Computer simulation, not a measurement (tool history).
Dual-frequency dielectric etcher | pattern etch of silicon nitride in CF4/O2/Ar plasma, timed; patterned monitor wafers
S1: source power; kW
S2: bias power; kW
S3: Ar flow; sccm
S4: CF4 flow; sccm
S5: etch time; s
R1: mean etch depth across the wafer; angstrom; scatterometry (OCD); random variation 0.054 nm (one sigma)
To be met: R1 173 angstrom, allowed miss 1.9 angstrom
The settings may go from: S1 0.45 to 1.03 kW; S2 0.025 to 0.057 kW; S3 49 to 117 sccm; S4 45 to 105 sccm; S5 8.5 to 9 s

run  hour    S1     S2  S3  S4  S5      R1
  1     0  0.74  0.041  83  75   9  209.14
  2   6.8   0.7  0.041  83  75   9  200.25
  3  13.5   0.7  0.036  83  75   9  190.87
  4  20.2  0.68  0.036  83  75   9  185.28
  5  26.6  0.68  0.036  83  84   9  188.85
  6  28.2  0.66  0.036  83  84   9  182.88
     29.8  -- bias power generator calibrated
  7  29.8  0.65  0.036  83  84   9  182.16
  8  32.4  0.64  0.036  83  84   9     181

Which of these 4 next moves meets every target?
  A    35  0.61  0.035  80  89    9   ?
  B    35  0.66  0.036  83  94  8.5   ?
  C    35  0.66  0.038  86  83  8.5   ?
  D    35   0.6   0.04  81  80    9   ?

move      R1
   A  174.09
   B  178.24
   C  177.89
   D  177.14
A: meets every target
B: nearer than the last run, and not there yet
C: nearer than the last run, and not there yet
D: nearer than the last run, and not there yet
Move A is the one to make.
